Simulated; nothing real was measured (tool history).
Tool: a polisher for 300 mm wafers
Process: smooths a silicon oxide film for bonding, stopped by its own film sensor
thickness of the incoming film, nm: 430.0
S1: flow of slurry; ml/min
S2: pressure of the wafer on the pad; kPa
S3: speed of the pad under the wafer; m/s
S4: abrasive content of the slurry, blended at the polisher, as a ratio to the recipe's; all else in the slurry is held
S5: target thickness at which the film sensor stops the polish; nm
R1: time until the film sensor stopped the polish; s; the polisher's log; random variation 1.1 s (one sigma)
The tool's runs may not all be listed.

run 1 hour=0 | S1=215 S2=17.9 S3=0.9 S4=1 S5=381 | R1=44.458
run 2 hour=7.8 | S1=215 S2=17.9 S3=0.9 S4=1.15 S5=381 | R1=40.674
run 3 hour=11.2 | S1=215 S2=17.9 S3=0.9 S4=1.15 S5=381 | R1=41.418
run 4 hour=19.5 | S1=215 S2=15.9 S3=0.88 S4=1.15 S5=381 | R1=47.789
run 5 hour=27 | S1=215 S2=14.5 S3=0.88 S4=1.15 S5=381 | R1=51.369
run 6 hour=34.3 | S1=215 S2=13.1 S3=0.88 S4=1.15 S5=381 | R1=55.879
run 7 hour=42.4 | S1=215 S2=12.4 S3=0.88 S4=1.15 S5=381 | R1=59.639

The next listed run, before its measurement:
run 8 hour=45.9 | S1=215 S2=9.7 S3=0.86 S4=1.15 S5=381 | R1=?

{"run 8": {"R1": 76.814}}

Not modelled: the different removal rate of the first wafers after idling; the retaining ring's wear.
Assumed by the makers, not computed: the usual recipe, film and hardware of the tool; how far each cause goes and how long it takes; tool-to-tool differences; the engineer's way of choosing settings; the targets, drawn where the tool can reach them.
